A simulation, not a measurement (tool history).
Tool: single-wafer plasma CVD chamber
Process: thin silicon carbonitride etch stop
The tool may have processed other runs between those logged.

run	hour	RF power (W)	deposition time (s)	mean film thickness on the monitor wafer (angstrom)
1	0.0	215	7.68	46.529
2	3.3	220	7.90	48.409
3	7.4	195	7.90	46.143
4	10.2	170	7.90	44.132
5	14.3	170	7.47	41.654
6	16.3	180	7.71	43.735
7	20.0	190	7.91	46.066
8	22.4	200	8.06	47.550

Predict the results of run 9:
9	24.1	210	8.20	?

mean film thickness on the monitor wafer (angstrom): 49.341
